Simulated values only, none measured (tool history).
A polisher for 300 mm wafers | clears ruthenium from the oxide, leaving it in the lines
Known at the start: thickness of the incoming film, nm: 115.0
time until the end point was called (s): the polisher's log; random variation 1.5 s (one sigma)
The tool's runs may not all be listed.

run  hour  flow of slurry (ml/min)  pressure of the wafer on the pad (kPa)  speed of the pad under the wafer (m/s)  overpolish time after the end point (s)  time until the end point was called (s)
  1     0                      210                                    13.1                                    0.84                                        8                                      112
  2   5.7                      205                                    11.7                                    0.84                                        8                                   125.77
  3   9.8                      205                                    13.8                                    0.84                                        8                                   108.14
  4  11.7                      205                                    13.8                                    0.84                                        8                                      106
  5  19.5                      205                                    12.4                                    0.84                                        8                                   119.97
  6    25                      205                                    12.4                                    0.84                                        8                                   119.56
  7  25.5                      200                                      11                                    0.84                                        8                                   133.28
  8  33.4                      195                                    10.3                                    0.84                                        8                                   143.04
  9  34.9                      190                                     9.7                                    0.84                                        8                                   152.81

Run 10 comes next. What will it give?
 10  40.3                      180                                     9.7                                    0.84                                        8                                        ?

time until the end point was called (s): 155.92

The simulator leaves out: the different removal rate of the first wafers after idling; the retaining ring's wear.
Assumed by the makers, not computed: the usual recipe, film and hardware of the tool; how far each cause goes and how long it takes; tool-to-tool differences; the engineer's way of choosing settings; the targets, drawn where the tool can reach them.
